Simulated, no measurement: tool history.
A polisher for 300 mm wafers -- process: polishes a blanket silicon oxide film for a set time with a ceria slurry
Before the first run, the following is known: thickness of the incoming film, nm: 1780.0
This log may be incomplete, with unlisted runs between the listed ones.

| run | hour | flow of slurry (ml/min) | pressure of the wafer on the pad (kPa) | speed of the pad under the wafer (cm/s) | polishing time (s) | film removed (Å) |
|---|---|---|---|---|---|---|
| 1 | 0 | 160 | 15.2 | 106 | 60 | 1596.4 |
| 2 | 7.5 | 150 | 14.5 | 106 | 60 | 1499.3 |
| 3 | 13 | 140 | 13.8 | 106 | 60 | 1419.2 |
| 4 | 16.4 | 115 | 13.8 | 106 | 60 | 1401.1 |
| 5 | 21.2 | 155 | 13.8 | 106 | 60 | 1441.6 |
| 6 | 26.3 | 155 | 17.2 | 106 | 60 | 1779.5 |
| 7 | 33.6 | 120 | 13.1 | 106 | 60 | 1332 |
| 8 | 37.3 | 115 | 13.1 | 106 | 60 | 1325 |

Estimate the outcome of run 9 from the log above:
| 9 | 41.9 | 105 | 11.7 | 106 | 60 | ? |

film removed (Å): 1169.6
